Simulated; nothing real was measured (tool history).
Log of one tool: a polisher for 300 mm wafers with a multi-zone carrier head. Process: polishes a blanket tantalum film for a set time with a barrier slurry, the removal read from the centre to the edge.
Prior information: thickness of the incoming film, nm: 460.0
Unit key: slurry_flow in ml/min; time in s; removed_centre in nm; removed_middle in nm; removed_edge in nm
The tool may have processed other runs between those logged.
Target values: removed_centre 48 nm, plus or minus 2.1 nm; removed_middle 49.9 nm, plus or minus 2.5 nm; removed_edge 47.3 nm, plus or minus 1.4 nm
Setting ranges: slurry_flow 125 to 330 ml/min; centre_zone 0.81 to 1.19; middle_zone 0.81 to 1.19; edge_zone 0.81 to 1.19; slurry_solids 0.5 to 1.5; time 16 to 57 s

run	hour	slurry_flow	centre_zone	middle_zone	edge_zone	slurry_solids	time	removed_centre	removed_middle	removed_edge
1	0	210	1	1	1	1	36	41.657	42.995	41.793
2	2.5	210	1	0.92	1	1	36	41.419	40.745	41.759
3	8.6	215	1.01	0.94	1.01	1.05	36	42.818	41.013	42.232
4	11.4	170	1.01	0.94	1.01	1.05	36	41.855	41.685	41.298
5	17.1	220	1.01	0.94	1.01	1.05	36	42.658	41.864	42.468
6	21.2	220	1.01	0.94	1.08	1.05	36	42.757	41.488	43.077
7	26.2	220	1.01	0.96	1.08	1.1	36	42.461	44.05	43.281
8	27.5	225	1.02	0.96	1.08	1.15	36	45.252	44.276	44.4
9	28.9	230	1.02	0.97	1.09	1.15	36	43.338	43.742	44.433

Which single option among these 5 for the next run brings every result within its allowed miss of target? Just one does.
A	30.3	185	1.09	1.13	0.99	1.15	38	?	?	?
B	30.3	175	0.96	1.12	1.06	1.2	37	?	?	?
C	30.3	225	1.01	1.04	1.05	1.05	40	?	?	?
D	30.3	190	1.16	1.05	1.08	1.2	35	?	?	?
E	30.3	255	0.95	0.93	1.1	1.15	41	?	?	?

move	removed_centre	removed_middle	removed_edge
A	48.074	49.142	44.731
B	42.196	47.745	44.568
C	47.593	49.125	47.632
D	47.253	43.731	42.699
E	47.968	48.634	51.012
A: brings the result that was furthest off to its target, and leaves another outside
B: brings the result that was furthest off to its target, and leaves another outside
C: every result lands within tolerance
D: its largest miss is bigger than the last run's
E: brings the result that was furthest off to its target, and leaves another outside
So the answer is move C, the one that meets all the targets.
